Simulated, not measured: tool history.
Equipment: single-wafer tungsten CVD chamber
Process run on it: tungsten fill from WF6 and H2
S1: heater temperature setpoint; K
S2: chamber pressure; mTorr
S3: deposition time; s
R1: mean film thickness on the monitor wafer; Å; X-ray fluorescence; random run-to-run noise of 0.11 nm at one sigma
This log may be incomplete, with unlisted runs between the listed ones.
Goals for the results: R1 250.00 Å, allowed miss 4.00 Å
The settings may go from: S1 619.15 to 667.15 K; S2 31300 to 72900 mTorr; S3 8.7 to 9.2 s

Run 1, day 0.000: S1 643.15 K, S2 52100 mTorr, S3 9.2 s. Result: R1 217.04 Å.
Run 2, day 0.058: S1 643.15 K, S2 52100 mTorr, S3 9.2 s. Result: R1 215.48 Å.
Run 3, day 0.308: S1 643.15 K, S2 60200 mTorr, S3 9.2 s. Result: R1 233.20 Å.
Run 4, day 0.667: S1 644.15 K, S2 60200 mTorr, S3 9.2 s. Result: R1 235.58 Å.
Run 5, day 0.888: S1 638.15 K, S2 60200 mTorr, S3 9.2 s. Result: R1 210.63 Å.
Run 6, day 1.183: S1 641.15 K, S2 60300 mTorr, S3 9.2 s. Result: R1 224.51 Å.
Run 7, day 1.288: S1 641.15 K, S2 60300 mTorr, S3 9.2 s. Result: R1 224.32 Å.
Run 8, day 1.371: S1 643.15 K, S2 60400 mTorr, S3 9.2 s. Result: R1 232.83 Å.

Exactly one of the 5 candidate moves below puts every result within its allowed miss. Which one?
Run A, day 1.454: S1 648.15 K, S2 60100 mTorr, S3 8.7 s. Result: R1 ?.
Run B, day 1.454: S1 649.15 K, S2 57600 mTorr, S3 8.7 s. Result: R1 ?.
Run C, day 1.454: S1 648.15 K, S2 60600 mTorr, S3 9.2 s. Result: R1 ?.
Run D, day 1.454: S1 644.15 K, S2 67600 mTorr, S3 9.2 s. Result: R1 ?.
Run E, day 1.454: S1 647.15 K, S2 58400 mTorr, S3 9.0 s. Result: R1 ?.

move      R1
   A  244.90
   B  244.46
   C  260.08
   D  253.71
   E  245.15
A: an improvement on the last run, though not all results are within tolerance
B: an improvement on the last run, though not all results are within tolerance
C: pushes the last run's worst result past its target
D: every result within its allowed miss
E: an improvement on the last run, though not all results are within tolerance
The move that meets every target is D.
